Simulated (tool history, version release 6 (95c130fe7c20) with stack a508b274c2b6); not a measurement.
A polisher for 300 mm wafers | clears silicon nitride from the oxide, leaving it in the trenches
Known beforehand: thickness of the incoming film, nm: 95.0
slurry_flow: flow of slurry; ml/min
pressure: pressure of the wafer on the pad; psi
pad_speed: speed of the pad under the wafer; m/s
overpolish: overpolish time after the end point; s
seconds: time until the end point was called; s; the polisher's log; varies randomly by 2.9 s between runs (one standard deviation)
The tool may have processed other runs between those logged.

| run | hour | slurry_flow | pressure | pad_speed | overpolish | seconds |
|---|---|---|---|---|---|---|
| 1 | 0 | 315 | 2 | 0.9 | 42 | 173.53 |
| 2 | 6.4 | 315 | 1.8 | 0.9 | 42 | 192.19 |
| 3 | 13.7 | 315 | 1.7 | 0.9 | 42 | 204.07 |
| 4 | 15.6 | 315 | 1.6 | 0.9 | 42 | 214.61 |
| 5 | 16.8 | 315 | 1.6 | 0.9 | 42 | 212.71 |
| 6 | 21.9 | 315 | 2.1 | 0.9 | 42 | 165.33 |
| 7 | 28 | 315 | 1.9 | 0.9 | 42 | 182.06 |

What will run 8 give?
| 8 | 33.5 | 315 | 1.8 | 0.9 | 42 | ? |

{"run 8": {"seconds": 193.76}}
